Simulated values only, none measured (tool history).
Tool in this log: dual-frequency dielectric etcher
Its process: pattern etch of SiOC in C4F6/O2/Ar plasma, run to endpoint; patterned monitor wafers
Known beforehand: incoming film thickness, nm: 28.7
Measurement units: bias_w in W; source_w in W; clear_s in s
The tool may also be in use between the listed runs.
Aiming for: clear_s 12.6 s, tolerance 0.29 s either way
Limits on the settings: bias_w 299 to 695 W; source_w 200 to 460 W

Run 1, hour 0: bias_w 497 W, source_w 330 W. Result: clear_s 9.9918 s.
Run 2, hour 2.8: bias_w 497 W, source_w 280 W. Result: clear_s 10.655 s.
Run 3, hour 5.5: bias_w 410 W, source_w 280 W. Result: clear_s 12.158 s.
Run 4, hour 10.5: bias_w 410 W, source_w 300 W. Result: clear_s 11.689 s.
Run 5, hour 15.5: bias_w 451 W, source_w 300 W. Result: clear_s 10.978 s.
Run 6, hour 22: bias_w 451 W, source_w 330 W. Result: clear_s 10.573 s.
Run 7, hour 26.2: bias_w 413 W, source_w 330 W. Result: clear_s 11.023 s.
Run 8, hour 30.4: bias_w 383 W, source_w 330 W. Result: clear_s 11.767 s.
Run 9, hour 34.2: bias_w 370 W, source_w 330 W. Result: clear_s 11.915 s.
At hour 36.1: wet clean of the chamber.
Run 10, hour 36.1: bias_w 359 W, source_w 330 W. Result: clear_s 13.011 s.

Which one of the following 5 next-run settings gets every result inside its allowed miss? There is exactly one.
Run A, hour 38: bias_w 352 W, source_w 320 W. Result: clear_s ?.
Run B, hour 38: bias_w 356 W, source_w 350 W. Result: clear_s ?.
Run C, hour 38: bias_w 359 W, source_w 300 W. Result: clear_s ?.
Run D, hour 38: bias_w 382 W, source_w 280 W. Result: clear_s ?.
Run E, hour 38: bias_w 344 W, source_w 330 W. Result: clear_s ?.

move  clear_s
   A   13.212
   B   12.609
   C   13.395
   D   13.212
   E   13.259
A: lands further from the targets than the last run did
B: all results in spec
C: lands further from the targets than the last run did
D: lands further from the targets than the last run did
E: lands further from the targets than the last run did
The right move is B.

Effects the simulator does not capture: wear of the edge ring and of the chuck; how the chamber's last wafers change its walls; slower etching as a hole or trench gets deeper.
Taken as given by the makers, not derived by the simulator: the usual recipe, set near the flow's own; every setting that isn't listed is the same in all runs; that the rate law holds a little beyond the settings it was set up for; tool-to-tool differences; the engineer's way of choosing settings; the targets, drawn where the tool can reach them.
